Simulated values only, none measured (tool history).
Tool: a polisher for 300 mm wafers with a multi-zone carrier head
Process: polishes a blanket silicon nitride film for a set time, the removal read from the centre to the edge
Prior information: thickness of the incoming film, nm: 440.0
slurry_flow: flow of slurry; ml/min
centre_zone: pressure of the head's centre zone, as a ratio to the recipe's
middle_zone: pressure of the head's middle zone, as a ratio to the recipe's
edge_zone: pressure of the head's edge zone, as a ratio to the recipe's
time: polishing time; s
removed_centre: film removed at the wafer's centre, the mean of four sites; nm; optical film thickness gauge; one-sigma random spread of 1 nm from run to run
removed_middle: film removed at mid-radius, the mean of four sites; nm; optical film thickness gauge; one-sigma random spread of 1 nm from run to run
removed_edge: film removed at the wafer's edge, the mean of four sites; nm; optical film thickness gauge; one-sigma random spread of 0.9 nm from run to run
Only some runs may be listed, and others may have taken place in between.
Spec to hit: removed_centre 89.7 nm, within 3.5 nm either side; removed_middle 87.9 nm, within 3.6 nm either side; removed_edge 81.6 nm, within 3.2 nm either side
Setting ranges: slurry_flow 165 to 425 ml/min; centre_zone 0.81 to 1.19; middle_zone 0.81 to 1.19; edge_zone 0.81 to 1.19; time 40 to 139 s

Run 1, day 0: slurry_flow 275 ml/min, centre_zone 1, middle_zone 1, edge_zone 1, time 89 s. Result: removed_centre 134.86 nm, removed_middle 136.47 nm, removed_edge 140.24 nm.
Run 2, day 0.288: slurry_flow 275 ml/min, centre_zone 1, middle_zone 0.94, edge_zone 1, time 89 s. Result: removed_centre 133.97 nm, removed_middle 130.8 nm, removed_edge 140.97 nm.
Run 3, day 0.654: slurry_flow 275 ml/min, centre_zone 1, middle_zone 0.94, edge_zone 1, time 73 s. Result: removed_centre 111.34 nm, removed_middle 109.57 nm, removed_edge 114.65 nm.
Run 4, day 0.858: slurry_flow 280 ml/min, centre_zone 1.01, middle_zone 0.94, edge_zone 0.97, time 68 s. Result: removed_centre 104.99 nm, removed_middle 102.04 nm, removed_edge 102.43 nm.
Run 5, day 1.217: slurry_flow 280 ml/min, centre_zone 1.01, middle_zone 0.94, edge_zone 0.9, time 68 s. Result: removed_centre 105.16 nm, removed_middle 100.34 nm, removed_edge 100.3 nm.
Run 6, day 1.375: slurry_flow 310 ml/min, centre_zone 1.01, middle_zone 0.94, edge_zone 0.9, time 68 s. Result: removed_centre 106.48 nm, removed_middle 101.1 nm, removed_edge 101.33 nm.
Run 7, day 1.433: slurry_flow 305 ml/min, centre_zone 1.01, middle_zone 0.95, edge_zone 0.88, time 65 s. Result: removed_centre 101.6 nm, removed_middle 99.266 nm, removed_edge 94.88 nm.
Run 8, day 1.583: slurry_flow 270 ml/min, centre_zone 0.99, middle_zone 0.91, edge_zone 0.81, time 56 s. Result: removed_centre 83.152 nm, removed_middle 81.167 nm, removed_edge 78.777 nm.

Below are 4 possible settings for the next run. Only one of them brings all results inside the allowed miss of their targets. Which is it?
Run A, day 1.733: slurry_flow 225 ml/min, centre_zone 1.03, middle_zone 0.9, edge_zone 0.81, time 58 s. Result: removed_centre ?, removed_middle ?, removed_edge ?.
Run B, day 1.733: slurry_flow 270 ml/min, centre_zone 1.06, middle_zone 0.81, edge_zone 0.93, time 60 s. Result: removed_centre ?, removed_middle ?, removed_edge ?.
Run C, day 1.733: slurry_flow 270 ml/min, centre_zone 1, middle_zone 0.81, edge_zone 0.87, time 60 s. Result: removed_centre ?, removed_middle ?, removed_edge ?.
Run D, day 1.733: slurry_flow 275 ml/min, centre_zone 1.07, middle_zone 1.05, edge_zone 0.9, time 55 s. Result: removed_centre ?, removed_middle ?, removed_edge ?.

move  removed_centre  removed_middle  removed_edge
   A          86.052          79.395        80.774
   B          95.181          79.364        91.243
   C          89.755          79.396        88.495
   D          88.503          86.682        82.355
A: its largest miss is bigger than the last run's
B: the result that was furthest off in the last run now lies on the other side of its target
C: the furthest-off result lands on target, but another misses its tolerance
D: each result inside its tolerance
D is the move that brings every result within its allowed miss.
